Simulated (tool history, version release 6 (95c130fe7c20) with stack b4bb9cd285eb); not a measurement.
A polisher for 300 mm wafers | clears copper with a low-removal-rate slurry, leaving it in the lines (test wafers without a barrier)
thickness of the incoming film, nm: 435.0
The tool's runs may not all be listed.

run  hour  flow of slurry (ml/min)  pressure of the wafer on the pad (psi)  speed of the pad under the wafer (cm/s)  abrasive content of the slurry  overpolish time after the end point (s)  time until the end point was called (s)  dishing of a wide line in a test structure (nm)
  1     0                      275                                     3.4                                       92                               1                                       26                                   172.91                                           45.536
  2   2.9                      275                                     3.9                                       92                               1                                       26                                   155.68                                           51.145
  3  11.8                      275                                     3.9                                       92                             1.1                                       26                                   151.97                                           50.968
  4  19.5                      270                                     3.6                                       92                             1.1                                       27                                   161.33                                           50.229
  5  25.3                      270                                     3.4                                       90                             1.1                                       28                                   174.04                                           47.101
  6  31.5                      270                                     3.4                                       90                             1.1                                       34                                    171.3                                           56.885
  7  39.4                      265                                     2.4                                       88                             1.1                                       37                                   218.17                                           48.769

Run 8 comes next. What will it give?
  8  47.2                      265                                     2.3                                       88                             1.1                                       37                                        ?                                                ?

time until the end point was called (s): 230.1
dishing of a wide line in a test structure (nm): 48.092
